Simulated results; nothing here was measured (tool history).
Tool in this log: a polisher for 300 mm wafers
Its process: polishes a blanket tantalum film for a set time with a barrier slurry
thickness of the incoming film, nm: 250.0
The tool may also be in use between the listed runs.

run	day	flow of slurry (ml/min)	pressure of the wafer on the pad (kPa)	speed of the pad under the wafer (m/s)	abrasive content of the slurry	polishing time (s)	film removed (Å)
1	0.000	180	12.4	1.12	1.0	55	1037.60
2	0.092	225	12.4	1.12	1.0	55	1060.60
3	0.192	240	12.4	1.12	1.0	55	1069.90
4	0.546	240	12.4	1.12	1.0	57	1112.20
5	0.742	240	11.7	1.12	1.0	57	1070.60
6	1.025	240	11.7	1.12	1.0	57	1055.40
7	1.375	240	11.0	1.12	1.0	57	1005.60

Forecast run 8:
8	1.654	240	9.7	1.12	1.0	57	?

film removed (Å): 937.46

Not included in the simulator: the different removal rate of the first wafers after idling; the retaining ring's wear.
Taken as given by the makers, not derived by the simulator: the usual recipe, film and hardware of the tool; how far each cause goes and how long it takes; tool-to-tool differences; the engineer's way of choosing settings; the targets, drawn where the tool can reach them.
